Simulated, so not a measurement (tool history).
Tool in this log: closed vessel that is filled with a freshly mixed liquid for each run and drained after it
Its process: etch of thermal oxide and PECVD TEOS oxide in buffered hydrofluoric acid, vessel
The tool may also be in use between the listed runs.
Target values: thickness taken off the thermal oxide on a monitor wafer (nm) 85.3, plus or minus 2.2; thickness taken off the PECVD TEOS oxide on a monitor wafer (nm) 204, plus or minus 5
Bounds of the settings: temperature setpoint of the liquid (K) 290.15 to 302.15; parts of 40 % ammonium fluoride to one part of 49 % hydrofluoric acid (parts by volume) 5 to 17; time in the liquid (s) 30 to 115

| run | hour | temperature setpoint of the liquid (K) | parts of 40 % ammonium fluoride to one part of 49 % hydrofluoric acid (parts by volume) | time in the liquid (s) | thickness taken off the thermal oxide on a monitor wafer (nm) | thickness taken off the PECVD TEOS oxide on a monitor wafer (nm) |
|---|---|---|---|---|---|---|
| 1 | 0 | 294.15 | 10.5 | 60 | 56.478 | 136.31 |
| 2 | 5.4 | 291.65 | 10.5 | 60 | 49.438 | 116.76 |
| 3 | 6.4 | 291.65 | 10.5 | 40 | 32.232 | 78.617 |
| 4 | 10.1 | 291.65 | 10.5 | 55 | 45.159 | 108.37 |
| 5 | 11.1 | 291.65 | 8.5 | 55 | 54.281 | 128.67 |
| 6 | 14 | 294.15 | 8.5 | 55 | 61.308 | 148.88 |
| 7 | 17.4 | 294.15 | 8.5 | 55 | 61.316 | 149.43 |
| 8 | 26.6 | 295.15 | 8 | 55 | 70.329 | 166.65 |

Exactly one of the 4 candidate moves below puts every result within its allowed miss. Which one?
| A | 35.8 | 297.15 | 11 | 80 | ? | ? |
| B | 35.8 | 300.65 | 16 | 100 | ? | ? |
| C | 35.8 | 297.65 | 10 | 75 | ? | ? |
| D | 35.8 | 293.65 | 10 | 95 | ? | ? |

| move | thickness taken off the thermal oxide on a monitor wafer (nm) | thickness taken off the PECVD TEOS oxide on a monitor wafer (nm) |
|---|---|---|
| A | 84.826 | 203.46 |
| B | 88.747 | 212.86 |
| C | 89.663 | 215.06 |
| D | 91.122 | 218.56 |
A: every result lands within tolerance
B: takes the biggest miss from the last run beyond its target
C: takes the biggest miss from the last run beyond its target
D: takes the biggest miss from the last run beyond its target
Answer: A
